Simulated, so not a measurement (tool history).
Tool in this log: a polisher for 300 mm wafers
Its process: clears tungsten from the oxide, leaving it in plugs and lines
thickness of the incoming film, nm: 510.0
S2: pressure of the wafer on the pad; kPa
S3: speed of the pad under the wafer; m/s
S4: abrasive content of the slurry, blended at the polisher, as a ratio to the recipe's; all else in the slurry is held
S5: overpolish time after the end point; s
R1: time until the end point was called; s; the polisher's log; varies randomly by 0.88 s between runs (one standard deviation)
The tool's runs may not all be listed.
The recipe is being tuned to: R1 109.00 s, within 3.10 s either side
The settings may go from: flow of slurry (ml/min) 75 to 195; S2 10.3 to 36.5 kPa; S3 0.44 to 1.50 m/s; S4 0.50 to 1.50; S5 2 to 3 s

run 1 day=0.000 | flow_of_slurry_(ml/min)=125 S2=23.4 S3=0.96 S4=1.00 S5=3 | R1=131.67
run 2 day=0.333 | flow_of_slurry_(ml/min)=130 S2=24.1 S3=0.96 S4=1.00 S5=3 | R1=129.59
run 3 day=0.492 | flow_of_slurry_(ml/min)=150 S2=24.1 S3=0.96 S4=1.00 S5=3 | R1=124.54
run 4 day=0.562 | flow_of_slurry_(ml/min)=155 S2=24.8 S3=0.96 S4=1.00 S5=3 | R1=122.11
run 5 day=0.800 | flow_of_slurry_(ml/min)=155 S2=25.5 S3=0.96 S4=1.00 S5=3 | R1=119.50
run 6 day=0.938 | flow_of_slurry_(ml/min)=140 S2=25.5 S3=0.96 S4=1.00 S5=3 | R1=120.14
run 7 day=0.967 | flow_of_slurry_(ml/min)=140 S2=26.2 S3=0.96 S4=1.00 S5=3 | R1=120.29
run 8 day=1.304 | flow_of_slurry_(ml/min)=145 S2=26.2 S3=0.96 S4=1.00 S5=3 | R1=119.19
run 9 day=1.462 | flow_of_slurry_(ml/min)=150 S2=26.9 S3=0.96 S4=1.00 S5=3 | R1=115.30
run 10 day=1.767 | flow_of_slurry_(ml/min)=150 S2=26.9 S3=0.96 S4=1.00 S5=3 | R1=115.89
run 11 day=2.129 | flow_of_slurry_(ml/min)=160 S2=27.6 S3=0.96 S4=1.00 S5=3 | R1=111.01
run 12 day=2.200 | flow_of_slurry_(ml/min)=165 S2=27.6 S3=0.96 S4=1.00 S5=3 | R1=110.94
run 13 day=2.404 | flow_of_slurry_(ml/min)=165 S2=27.6 S3=0.96 S4=1.00 S5=3 | R1=111.76
run 14 day=2.625 | flow_of_slurry_(ml/min)=165 S2=27.6 S3=0.96 S4=1.00 S5=3 | R1=111.24
run 15 day=2.771 | flow_of_slurry_(ml/min)=165 S2=27.6 S3=0.96 S4=1.00 S5=3 | R1=111.68

4 candidate next runs follow, results not yet known. Just one meets every target within its allowed miss. Identify it.
run A day=2.917 | flow_of_slurry_(ml/min)=170 S2=27.6 S3=0.86 S4=1.15 S5=3 | R1=?
run B day=2.917 | flow_of_slurry_(ml/min)=165 S2=31.0 S3=0.74 S4=1.10 S5=3 | R1=?
run C day=2.917 | flow_of_slurry_(ml/min)=125 S2=20.7 S3=1.42 S4=1.10 S5=3 | R1=?
run D day=2.917 | flow_of_slurry_(ml/min)=150 S2=30.3 S3=0.84 S4=0.95 S5=3 | R1=?

move=A R1=116.08
move=B R1=117.12
move=C R1=109.91
move=D R1=116.27
A: misses by more than the last run did
B: misses by more than the last run did
C: hits every target within its allowed miss
D: misses by more than the last run did
Correct choice: C, which meets every target
